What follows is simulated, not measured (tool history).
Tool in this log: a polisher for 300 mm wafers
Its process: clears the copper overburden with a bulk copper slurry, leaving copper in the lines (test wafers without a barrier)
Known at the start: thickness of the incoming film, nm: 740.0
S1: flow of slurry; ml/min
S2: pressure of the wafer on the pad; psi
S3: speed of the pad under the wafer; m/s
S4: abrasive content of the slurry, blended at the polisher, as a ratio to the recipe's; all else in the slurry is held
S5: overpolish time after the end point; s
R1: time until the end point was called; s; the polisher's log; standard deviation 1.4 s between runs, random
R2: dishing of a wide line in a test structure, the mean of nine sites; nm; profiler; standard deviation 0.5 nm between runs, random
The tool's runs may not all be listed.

Run 1, day 0.000: S1 300 ml/min, S2 1.9 psi, S3 1.28 m/s, S4 1.00, S5 17 s. Result: R1 75.805 s, R2 76.490 nm.
Run 2, day 0.325: S1 300 ml/min, S2 1.8 psi, S3 1.34 m/s, S4 1.00, S5 16 s. Result: R1 74.598 s, R2 76.080 nm.
Run 3, day 0.596: S1 320 ml/min, S2 1.8 psi, S3 1.30 m/s, S4 1.05, S5 15 s. Result: R1 77.943 s, R2 70.394 nm.
Run 4, day 0.921: S1 340 ml/min, S2 1.7 psi, S3 1.32 m/s, S4 1.10, S5 14 s. Result: R1 78.744 s, R2 67.684 nm.
Run 5, day 1.250: S1 340 ml/min, S2 1.6 psi, S3 1.34 m/s, S4 1.15, S5 13 s. Result: R1 79.132 s, R2 62.472 nm.
Run 6, day 1.292: S1 340 ml/min, S2 1.6 psi, S3 1.34 m/s, S4 1.15, S5 19 s. Result: R1 79.454 s, R2 78.890 nm.
Run 7, day 1.533: S1 320 ml/min, S2 1.5 psi, S3 1.36 m/s, S4 1.20, S5 17 s. Result: R1 80.756 s, R2 74.759 nm.
Run 8, day 1.842: S1 340 ml/min, S2 1.6 psi, S3 1.36 m/s, S4 1.10, S5 16 s. Result: R1 75.770 s, R2 73.090 nm.
Run 9, day 2.104: S1 355 ml/min, S2 1.5 psi, S3 1.36 m/s, S4 1.05, S5 15 s. Result: R1 82.860 s, R2 67.119 nm.
Run 10, day 2.329: S1 370 ml/min, S2 1.5 psi, S3 1.34 m/s, S4 1.10, S5 14 s. Result: R1 80.192 s, R2 62.999 nm.
Run 11, day 2.567: S1 380 ml/min, S2 1.5 psi, S3 1.32 m/s, S4 1.10, S5 13 s. Result: R1 83.977 s, R2 60.027 nm.
Run 12, day 2.817: S1 390 ml/min, S2 1.4 psi, S3 1.34 m/s, S4 1.15, S5 12 s. Result: R1 83.746 s, R2 57.023 nm.
Run 13, day 2.871: S1 400 ml/min, S2 1.3 psi, S3 1.36 m/s, S4 1.20, S5 11 s. Result: R1 82.650 s, R2 52.354 nm.
Run 14, day 2.962: S1 405 ml/min, S2 1.3 psi, S3 1.36 m/s, S4 1.20, S5 10 s. Result: R1 84.266 s, R2 48.460 nm.
Run 15, day 3.117: S1 410 ml/min, S2 1.3 psi, S3 1.36 m/s, S4 1.20, S5 9 s. Result: R1 82.482 s, R2 44.773 nm.
Run 16, day 3.329: S1 415 ml/min, S2 1.3 psi, S3 1.36 m/s, S4 1.20, S5 9 s. Result: R1 85.196 s, R2 45.764 nm.
Run 17, day 3.612: S1 420 ml/min, S2 1.3 psi, S3 1.36 m/s, S4 1.20, S5 9 s. Result: R1 82.787 s, R2 46.192 nm.
Run 18, day 3.783: S1 470 ml/min, S2 0.9 psi, S3 1.58 m/s, S4 1.20, S5 5 s. Result: R1 85.204 s, R2 26.984 nm.
Run 19, day 4.004: S1 465 ml/min, S2 0.9 psi, S3 1.56 m/s, S4 1.20, S5 5 s. Result: R1 85.252 s, R2 26.589 nm.

Run 20 comes next. What will it give?
Run 20, day 4.271: S1 465 ml/min, S2 0.9 psi, S3 1.54 m/s, S4 1.20, S5 5 s. Result: R1 ?, R2 ?.

R1: 89.166 s
R2: 27.403 nm

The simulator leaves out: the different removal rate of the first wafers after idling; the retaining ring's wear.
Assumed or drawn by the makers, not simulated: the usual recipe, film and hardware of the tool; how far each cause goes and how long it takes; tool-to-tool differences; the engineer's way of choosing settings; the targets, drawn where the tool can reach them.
